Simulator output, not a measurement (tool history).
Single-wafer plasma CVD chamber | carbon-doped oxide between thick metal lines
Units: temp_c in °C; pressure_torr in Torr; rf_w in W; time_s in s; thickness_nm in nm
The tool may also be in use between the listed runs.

{"run": 1, "hour": 0.0, "temp_c": 365, "pressure_torr": 6.91, "rf_w": 390, "time_s": 124, "thickness_nm": 582.04}
{"run": 2, "hour": 1.7, "temp_c": 365, "pressure_torr": 6.91, "rf_w": 390, "time_s": 124, "thickness_nm": 580.61}
{"run": 3, "hour": 9.9, "temp_c": 365, "pressure_torr": 7.79, "rf_w": 390, "time_s": 124, "thickness_nm": 583.66}
{"run": 4, "hour": 11.4, "temp_c": 366, "pressure_torr": 7.76, "rf_w": 385, "time_s": 124, "thickness_nm": 575.25}
{"run": 5, "hour": 18.3, "temp_c": 367, "pressure_torr": 7.74, "rf_w": 380, "time_s": 124, "thickness_nm": 567.82}
{"run": 6, "hour": 24.0, "temp_c": 371, "pressure_torr": 7.74, "rf_w": 380, "time_s": 124, "thickness_nm": 560.18}
{"run": 7, "hour": 24.6, "temp_c": 372, "pressure_torr": 7.72, "rf_w": 380, "time_s": 124, "thickness_nm": 558.69}
{"run": 8, "hour": 28.2, "temp_c": 373, "pressure_torr": 7.7, "rf_w": 380, "time_s": 124, "thickness_nm": 559.09}
{"run": 9, "hour": 36.6, "temp_c": 374, "pressure_torr": 7.68, "rf_w": 375, "time_s": 124, "thickness_nm": 547.78}
{"run": 10, "hour": 43.8, "temp_c": 375, "pressure_torr": 7.65, "rf_w": 375, "time_s": 124, "thickness_nm": 542.84}
{"run": 11, "hour": 44.6, "temp_c": 376, "pressure_torr": 7.62, "rf_w": 375, "time_s": 124, "thickness_nm": 548.55}
{"run": 12, "hour": 53.1, "temp_c": 377, "pressure_torr": 7.32, "rf_w": 345, "time_s": 124, "thickness_nm": 499.91}
{"run": 13, "hour": 56.8, "temp_c": 377, "pressure_torr": 7.32, "rf_w": 345, "time_s": 124, "thickness_nm": 500.37}
{"run": 14, "hour": 62.0, "temp_c": 376, "pressure_torr": 7.36, "rf_w": 345, "time_s": 124, "thickness_nm": 501.52}

The next listed run, before its measurement:
{"run": 15, "hour": 66.5, "temp_c": 375, "pressure_torr": 7.4, "rf_w": 345, "time_s": 124, "thickness_nm": "?"}

Run 15 gave thickness_nm 504.50 nm.

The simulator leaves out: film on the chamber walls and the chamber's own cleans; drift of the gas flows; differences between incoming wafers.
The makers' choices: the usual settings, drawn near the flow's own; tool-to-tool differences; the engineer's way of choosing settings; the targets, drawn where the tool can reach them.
